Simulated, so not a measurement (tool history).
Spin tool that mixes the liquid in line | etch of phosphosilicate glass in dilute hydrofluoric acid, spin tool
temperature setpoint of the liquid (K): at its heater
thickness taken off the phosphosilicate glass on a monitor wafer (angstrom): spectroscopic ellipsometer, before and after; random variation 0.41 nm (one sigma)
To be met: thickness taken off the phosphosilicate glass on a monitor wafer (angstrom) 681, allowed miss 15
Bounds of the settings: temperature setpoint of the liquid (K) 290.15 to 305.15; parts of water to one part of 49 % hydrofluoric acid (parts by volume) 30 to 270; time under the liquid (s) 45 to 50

run,day,temperature setpoint of the liquid (K),parts of water to one part of 49 % hydrofluoric acid (parts by volume),time under the liquid (s),thickness taken off the phosphosilicate glass on a monitor wafer (angstrom)
1,0,297.15,150,45,535.38
2,0.079,297.15,150,50,604.38
3,0.171,299.65,150,50,661.9
4,0.308,299.65,150,45,593.89
5,0.425,300.15,150,45,606.39
6,0.783,300.15,100,45,963.45
7,0.862,299.15,100,45,931.49
8,1.125,298.15,100,45,899.32
9,1.329,297.65,100,45,882.59
10,1.604,297.15,100,45,858.41
11,1.867,296.65,100,45,841.32
12,2,296.15,100,45,821.86
13,2.288,296.15,100,45,827.52
14,2.65,295.65,100,45,806.32
15,2.95,295.15,100,45,804.37
# day 3.104: thermometer replaced
16,3.104,294.65,100,45,845.33
17,3.129,290.65,125,45,562.13
18,3.283,291.15,125,45,570.98
19,3.475,291.65,125,45,582.3
20,3.708,291.65,125,45,582.97
21,3.904,292.15,125,45,595.75
22,4.279,292.65,125,45,609.27

5 next moves are on the table. One of them brings every result within its allowed miss. Which?
A,4.654,296.15,145,50,?
B,4.654,295.65,130,50,?
C,4.654,293.15,140,45,?
D,4.654,291.15,150,50,?
E,4.654,291.65,120,50,?

move,thickness taken off the phosphosilicate glass on a monitor wafer (angstrom)
A,654.97
B,728.66
C,545.43
D,516.51
E,679.41
A: nearer than the last run, and not there yet
B: takes the result that was furthest off past its target
C: further off than the last run
D: further off than the last run
E: meets every target
Answer: E

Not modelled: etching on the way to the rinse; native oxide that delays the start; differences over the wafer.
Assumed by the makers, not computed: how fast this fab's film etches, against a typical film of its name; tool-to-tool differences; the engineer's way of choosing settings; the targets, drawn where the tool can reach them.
